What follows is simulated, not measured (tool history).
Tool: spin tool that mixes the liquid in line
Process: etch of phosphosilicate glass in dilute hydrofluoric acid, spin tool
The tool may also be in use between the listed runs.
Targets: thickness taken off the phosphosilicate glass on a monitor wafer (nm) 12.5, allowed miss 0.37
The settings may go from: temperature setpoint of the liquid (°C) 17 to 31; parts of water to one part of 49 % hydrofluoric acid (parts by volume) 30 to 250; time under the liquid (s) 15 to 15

run,hour,temperature setpoint of the liquid (°C),parts of water to one part of 49 % hydrofluoric acid (parts by volume),time under the liquid (s),thickness taken off the phosphosilicate glass on a monitor wafer (nm)
1,0,23,140,15,5.8375
2,7.1,23,120,15,6.8594
3,7.8,26,120,15,7.6851
4,11.7,26,165,15,5.3168
5,19,24,165,15,4.9335
6,25.1,25,150,15,5.6916
7,26.1,26,140,15,6.4236
8,28.4,30,85,15,13.229
9,30,29.5,85,15,13.24

5 next moves are on the table. One of them brings every result within its allowed miss. Which?
A,31.6,30,90,15,?
B,31.6,30.5,85,15,?
C,31.6,31,85,15,?
D,31.6,30,85,15,?
E,31.6,29,80,15,?

move,thickness taken off the phosphosilicate glass on a monitor wafer (nm)
A,12.268
B,13.334
C,13.588
D,13.084
E,13.477
A: meets every target
B: further off than the last run
C: further off than the last run
D: nearer than the last run, and not there yet
E: further off than the last run
Move A is the one to make.
